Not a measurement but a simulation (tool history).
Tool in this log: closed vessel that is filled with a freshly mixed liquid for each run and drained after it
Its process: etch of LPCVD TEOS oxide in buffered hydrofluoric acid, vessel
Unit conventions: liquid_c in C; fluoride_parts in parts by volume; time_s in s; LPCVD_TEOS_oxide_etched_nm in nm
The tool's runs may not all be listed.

Run 1, day 0.000: liquid_c 22.0 C, fluoride_parts 19.5 parts by volume, time_s 90 s. Result: LPCVD_TEOS_oxide_etched_nm 105.200 nm.
Run 2, day 0.350: liquid_c 22.0 C, fluoride_parts 17.5 parts by volume, time_s 90 s. Result: LPCVD_TEOS_oxide_etched_nm 118.020 nm.
Run 3, day 0.433: liquid_c 20.5 C, fluoride_parts 17.5 parts by volume, time_s 90 s. Result: LPCVD_TEOS_oxide_etched_nm 107.190 nm.
Run 4, day 0.612: liquid_c 18.0 C, fluoride_parts 17.5 parts by volume, time_s 90 s. Result: LPCVD_TEOS_oxide_etched_nm 93.839 nm.
Run 5, day 0.962: liquid_c 17.5 C, fluoride_parts 18.5 parts by volume, time_s 90 s. Result: LPCVD_TEOS_oxide_etched_nm 85.359 nm.
At day 1.217: thermometer replaced.
Run 6, day 1.217: liquid_c 17.0 C, fluoride_parts 18.5 parts by volume, time_s 90 s. Result: LPCVD_TEOS_oxide_etched_nm 94.987 nm.
Run 7, day 1.304: liquid_c 17.0 C, fluoride_parts 21.0 parts by volume, time_s 90 s. Result: LPCVD_TEOS_oxide_etched_nm 84.999 nm.
Run 8, day 1.588: liquid_c 17.0 C, fluoride_parts 22.5 parts by volume, time_s 90 s. Result: LPCVD_TEOS_oxide_etched_nm 80.526 nm.
Run 9, day 1.629: liquid_c 17.0 C, fluoride_parts 23.5 parts by volume, time_s 90 s. Result: LPCVD_TEOS_oxide_etched_nm 77.530 nm.

Expected results for the next run?
Run 10, day 1.912: liquid_c 17.0 C, fluoride_parts 24.0 parts by volume, time_s 90 s. Result: LPCVD_TEOS_oxide_etched_nm ?.

Logged for run 10: LPCVD_TEOS_oxide_etched_nm 76.831 nm.
